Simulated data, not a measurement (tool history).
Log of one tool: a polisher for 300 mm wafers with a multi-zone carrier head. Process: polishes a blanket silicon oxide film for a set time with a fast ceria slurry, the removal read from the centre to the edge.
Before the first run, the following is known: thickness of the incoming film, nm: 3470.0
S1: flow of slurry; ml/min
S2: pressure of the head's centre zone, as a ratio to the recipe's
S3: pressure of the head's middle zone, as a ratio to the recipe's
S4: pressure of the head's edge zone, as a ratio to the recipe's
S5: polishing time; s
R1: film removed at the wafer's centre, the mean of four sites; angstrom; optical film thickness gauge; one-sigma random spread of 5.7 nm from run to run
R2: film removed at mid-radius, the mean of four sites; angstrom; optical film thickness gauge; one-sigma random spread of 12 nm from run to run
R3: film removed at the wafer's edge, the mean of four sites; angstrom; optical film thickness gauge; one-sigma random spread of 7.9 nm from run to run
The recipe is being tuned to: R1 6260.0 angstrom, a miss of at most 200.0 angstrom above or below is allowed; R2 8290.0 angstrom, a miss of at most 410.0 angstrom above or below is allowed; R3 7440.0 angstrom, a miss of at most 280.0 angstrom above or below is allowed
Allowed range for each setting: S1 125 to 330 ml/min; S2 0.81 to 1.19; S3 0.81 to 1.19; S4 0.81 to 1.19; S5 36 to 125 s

run,hour,S1,S2,S3,S4,S5,R1,R2,R3
1,0.0,210,1.00,1.00,1.00,80,11551.0,11463.0,11743.0
2,8.2,210,1.00,0.93,1.00,80,11786.0,10909.0,11330.0
3,15.5,205,0.97,0.95,0.97,76,10603.0,10436.0,10619.0
4,17.4,200,0.95,0.96,0.95,73,9911.9,9936.5,10250.0
5,20.0,200,0.99,0.96,0.95,73,10493.0,10213.0,10383.0
6,23.0,200,0.99,0.96,0.91,73,10610.0,10079.0,10271.0
7,31.4,160,0.89,1.06,0.92,51,6238.3,7286.9,6791.2
8,36.5,165,0.88,1.07,0.93,52,6338.1,7482.1,7143.1
9,37.4,165,0.88,1.09,0.93,52,6318.4,7576.4,6988.9
10,43.3,165,0.87,1.10,0.94,52,6259.2,7819.6,6986.0
11,48.0,165,0.87,1.10,0.94,52,6191.9,7893.9,7106.4

Which of these 4 next moves meets every target?
A,52.7,160,0.84,1.12,0.96,55,?,?,?
B,52.7,165,0.90,1.12,0.93,50,?,?,?
C,52.7,145,0.88,1.09,0.98,53,?,?,?
D,52.7,175,0.89,1.14,0.92,51,?,?,?

move,R1,R2,R3
A,6333.6,8325.3,7363.4
B,6217.1,7614.3,6656.8
C,6238.5,7666.5,7034.7
D,6352.7,7977.0,6821.7
A: hits every target within its allowed miss
B: further off than the last run
C: further off than the last run
D: further off than the last run
A meets every target.
